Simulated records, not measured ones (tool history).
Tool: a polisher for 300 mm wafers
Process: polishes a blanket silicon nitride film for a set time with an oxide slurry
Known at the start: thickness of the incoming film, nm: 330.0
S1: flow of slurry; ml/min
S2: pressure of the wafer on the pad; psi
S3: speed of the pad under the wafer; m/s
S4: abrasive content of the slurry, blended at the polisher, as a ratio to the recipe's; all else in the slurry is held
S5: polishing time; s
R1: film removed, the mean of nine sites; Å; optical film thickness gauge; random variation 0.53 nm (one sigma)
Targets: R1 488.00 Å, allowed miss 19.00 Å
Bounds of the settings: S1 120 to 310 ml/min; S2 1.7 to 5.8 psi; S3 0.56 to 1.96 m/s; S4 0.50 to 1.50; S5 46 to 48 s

run    day   S1   S2    S3    S4  S5      R1
  1  0.000  200  3.7  1.26  1.00  46  324.45
  2  0.142  200  3.7  1.26  0.80  46  301.15
  3  0.367  165  3.7  1.26  0.80  46  294.71
  4  0.458  165  2.9  1.26  0.80  46  231.34
     0.675  -- slurry nozzle cleaned
  5  0.675  165  3.2  1.26  0.80  46  280.29
  6  0.779  165  3.4  1.26  0.80  46  299.00
  7  1.083  160  3.5  1.26  0.80  46  306.16
  8  1.396  155  3.6  1.26  0.80  46  311.93

Which of these 4 next moves meets every target?
  A  1.708  145  4.8  1.78  0.85  48   ?
  B  1.708  190  4.5  1.56  0.85  48   ?
  C  1.708  130  5.5  1.62  0.70  48   ?
  D  1.708  120  4.8  1.90  0.80  48   ?

move      R1
   A  545.84
   B  494.79
   C  544.24
   D  535.75
A: takes the result that was furthest off past its target
B: meets every target
C: takes the result that was furthest off past its target
D: takes the result that was furthest off past its target
The right move is B.
